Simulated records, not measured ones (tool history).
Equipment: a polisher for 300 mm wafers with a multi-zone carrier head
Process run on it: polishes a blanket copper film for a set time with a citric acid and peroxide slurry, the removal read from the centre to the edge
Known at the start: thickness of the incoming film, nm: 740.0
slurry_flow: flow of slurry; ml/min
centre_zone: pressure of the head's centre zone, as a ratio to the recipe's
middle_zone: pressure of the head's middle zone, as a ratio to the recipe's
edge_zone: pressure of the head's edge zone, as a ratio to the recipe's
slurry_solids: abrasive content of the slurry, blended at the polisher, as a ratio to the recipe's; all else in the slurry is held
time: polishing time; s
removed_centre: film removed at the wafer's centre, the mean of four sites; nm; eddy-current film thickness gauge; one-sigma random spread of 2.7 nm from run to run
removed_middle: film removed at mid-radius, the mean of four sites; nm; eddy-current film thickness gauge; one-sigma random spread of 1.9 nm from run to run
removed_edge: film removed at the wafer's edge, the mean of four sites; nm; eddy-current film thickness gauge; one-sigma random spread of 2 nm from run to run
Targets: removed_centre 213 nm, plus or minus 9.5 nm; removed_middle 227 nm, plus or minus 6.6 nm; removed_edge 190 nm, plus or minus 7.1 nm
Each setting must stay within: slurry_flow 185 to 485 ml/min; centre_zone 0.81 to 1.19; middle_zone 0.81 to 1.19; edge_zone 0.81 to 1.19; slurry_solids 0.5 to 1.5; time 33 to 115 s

run  hour  slurry_flow  centre_zone  middle_zone  edge_zone  slurry_solids  time  removed_centre  removed_middle  removed_edge
  1     0          310            1            1          1              1    73          149.53          157.09        151.14
  2   6.9          310            1            1          1           1.15    73          152.48          159.04        158.19
  3  13.7          315         1.01         1.02       0.99           1.15    74          158.99          164.14         157.9
  4  16.8          315         1.01         1.02       1.06           1.15    74          154.99          164.24        161.31
  5  20.4          315         1.01         1.02       1.02           1.15    74          157.93          165.28        163.19
  6  22.4          315         1.01         1.02       1.02           1.15    90          189.43          199.02        195.53
  7  31.2          320         1.02         1.03       1.01           1.15    90          196.33          200.85        194.49
  8  38.5          325         1.02         1.04       1.01           1.15    90          199.48          199.66         196.6
  9  47.4          315         1.02         1.06       0.99           1.15    91          196.32          206.49        193.06

Below are 5 possible settings for the next run. Only one of them brings all results inside the allowed miss of their targets. Which is it?
  A  56.3          220         1.02         0.92       1.06            1.2    90               ?               ?             ?
  B  56.3          260          0.9          1.1       0.96           1.15    95               ?               ?             ?
  C  56.3          360          1.1         1.17       0.94           1.05    92               ?               ?             ?
  D  56.3          345         1.17         0.95       1.06            1.3    84               ?               ?             ?
  E  56.3          305         1.02         1.11       0.96            1.3    85               ?               ?             ?

move  removed_centre  removed_middle  removed_edge
   A          184.89          178.14        198.01
   B          174.62          221.38        200.02
   C          210.42          228.73        192.65
   D          212.46          182.04        194.82
   E          185.18          208.05        185.88
A: moves away from the targets compared with the last run
B: gets the furthest-off result to its target, but another result is out of tolerance
C: every result within its allowed miss
D: moves away from the targets compared with the last run
E: gains on the last run, yet a result remains outside its allowed miss
The right move is C.

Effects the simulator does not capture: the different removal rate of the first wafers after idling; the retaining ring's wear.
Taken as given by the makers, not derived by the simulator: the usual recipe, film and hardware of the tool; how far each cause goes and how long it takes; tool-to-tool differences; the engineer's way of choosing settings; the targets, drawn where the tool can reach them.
